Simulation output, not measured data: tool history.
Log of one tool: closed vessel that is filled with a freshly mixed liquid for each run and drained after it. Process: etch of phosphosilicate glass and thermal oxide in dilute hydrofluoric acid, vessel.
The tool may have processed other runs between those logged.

run	hour	temperature setpoint of the liquid (K)	parts of water to one part of 49 % hydrofluoric acid (parts by volume)	time in the liquid (s)	thickness taken off the phosphosilicate glass on a monitor wafer (Å)	thickness taken off the thermal oxide on a monitor wafer (Å)
1	0	294.15	150	60	675.97	14.508
2	8.1	292.65	150	60	633.44	13.895
3	10.2	292.65	180	60	508.49	11.466
4	17.4	294.15	155	60	642.4	14.239
5	19.1	294.15	155	75	820.88	17.86
6	25.8	291.15	155	75	715.6	15.508

Run 7 is up next; what results do you expect?
7	28	294.15	150	75	?	?

Run 7 came out at thickness taken off the phosphosilicate glass on a monitor wafer (Å) 839.66, thickness taken off the thermal oxide on a monitor wafer (Å) 18.779.
